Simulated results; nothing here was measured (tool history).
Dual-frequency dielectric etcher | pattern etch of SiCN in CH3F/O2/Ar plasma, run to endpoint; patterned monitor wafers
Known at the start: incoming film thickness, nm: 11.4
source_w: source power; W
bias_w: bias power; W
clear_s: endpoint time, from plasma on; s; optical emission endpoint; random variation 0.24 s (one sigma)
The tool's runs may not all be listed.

{"run": 1, "hour": 0.0, "source_w": 400, "bias_w": 78, "clear_s": 29.113}
{"run": 2, "hour": 5.4, "source_w": 450, "bias_w": 78, "clear_s": 27.924}
{"run": 3, "hour": 13.2, "source_w": 480, "bias_w": 78, "clear_s": 27.728}
{"run": 4, "hour": 19.6, "source_w": 430, "bias_w": 70, "clear_s": 29.862}
{"run": 5, "hour": 25.5, "source_w": 410, "bias_w": 70, "clear_s": 30.389}
{"run": 6, "hour": 28.5, "source_w": 410, "bias_w": 77, "clear_s": 29.222}
{"run": 7, "hour": 32.2, "source_w": 380, "bias_w": 72, "clear_s": 30.828}
{"run": 8, "hour": 34.9, "source_w": 350, "bias_w": 69, "clear_s": 32.021}

The next listed run, before its measurement:
{"run": 9, "hour": 38.0, "source_w": 330, "bias_w": 67, "clear_s": "?"}

{"run 9": {"clear_s": 33.475}}
